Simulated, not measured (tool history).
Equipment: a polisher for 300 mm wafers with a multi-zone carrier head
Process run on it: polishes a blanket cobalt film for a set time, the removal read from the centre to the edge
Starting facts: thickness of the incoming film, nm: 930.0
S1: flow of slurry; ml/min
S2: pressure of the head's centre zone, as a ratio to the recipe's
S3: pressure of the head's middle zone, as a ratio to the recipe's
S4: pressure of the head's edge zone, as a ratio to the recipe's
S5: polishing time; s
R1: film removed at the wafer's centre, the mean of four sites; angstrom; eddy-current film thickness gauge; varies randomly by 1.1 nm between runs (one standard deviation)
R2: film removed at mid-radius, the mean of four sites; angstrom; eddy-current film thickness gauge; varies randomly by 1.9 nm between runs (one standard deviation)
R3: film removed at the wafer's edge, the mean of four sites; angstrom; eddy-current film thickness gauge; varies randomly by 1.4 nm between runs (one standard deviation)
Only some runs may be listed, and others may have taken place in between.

{"run": 1, "hour": 0.0, "S1": 260, "S2": 1.0, "S3": 1.0, "S4": 1.0, "S5": 45, "R1": 1650.4, "R2": 1688.1, "R3": 1723.2}
{"run": 2, "hour": 8.8, "S1": 205, "S2": 1.0, "S3": 1.0, "S4": 1.0, "S5": 45, "R1": 1584.3, "R2": 1667.4, "R3": 1670.6}
{"run": 3, "hour": 10.6, "S1": 195, "S2": 0.98, "S3": 1.03, "S4": 0.96, "S5": 40, "R1": 1406.2, "R2": 1496.8, "R3": 1455.5}
{"run": 4, "hour": 11.5, "S1": 195, "S2": 0.98, "S3": 1.03, "S4": 0.96, "S5": 48, "R1": 1678.1, "R2": 1807.5, "R3": 1728.7}
{"run": 5, "hour": 16.8, "S1": 195, "S2": 0.98, "S3": 1.08, "S4": 0.96, "S5": 48, "R1": 1678.8, "R2": 1882.3, "R3": 1759.8}
{"run": 6, "hour": 20.2, "S1": 185, "S2": 0.94, "S3": 1.1, "S4": 0.92, "S5": 43, "R1": 1429.0, "R2": 1665.1, "R3": 1521.9}
{"run": 7, "hour": 29.0, "S1": 185, "S2": 0.94, "S3": 1.1, "S4": 0.92, "S5": 43, "R1": 1416.3, "R2": 1656.8, "R3": 1535.6}

Run 8 comes next. What will it give?
{"run": 8, "hour": 31.1, "S1": 175, "S2": 0.93, "S3": 1.13, "S4": 0.88, "S5": 39, "R1": "?", "R2": "?", "R3": "?"}

R1: 1274.3 angstrom
R2: 1578.6 angstrom
R3: 1372.4 angstrom
